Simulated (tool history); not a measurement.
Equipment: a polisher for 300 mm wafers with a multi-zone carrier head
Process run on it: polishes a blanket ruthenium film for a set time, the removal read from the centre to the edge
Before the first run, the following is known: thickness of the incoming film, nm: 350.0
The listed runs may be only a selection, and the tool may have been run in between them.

run,day,flow of slurry (ml/min),pressure of the head's centre zone,pressure of the head's middle zone,pressure of the head's edge zone,polishing time (s),film removed at the wafer's centre (angstrom),film removed at mid-radius (angstrom),film removed at the wafer's edge (angstrom)
1,0,140,1,1,1,57,502.82,505.39,500.62
2,0.133,140,1,1.05,1,57,481.28,521.1,491
3,0.358,140,1,1.09,1,57,485.62,533.05,506.49
4,0.558,155,1,1.09,1,57,519.46,549.18,508.64
5,0.892,155,1.07,1.09,1,57,541.67,549.87,503.77
6,1.2,120,1.07,1.09,1,57,514.67,521.92,479.44

Run 7, settings as shown, results not yet in. Your forecast:
7,1.262,115,1.03,1.06,0.99,52,?,?,?

{"run 7": {"film removed at the wafer's centre (angstrom)": 434.59, "film removed at mid-radius (angstrom)": 460.23, "film removed at the wafer's edge (angstrom)": 429.59}}
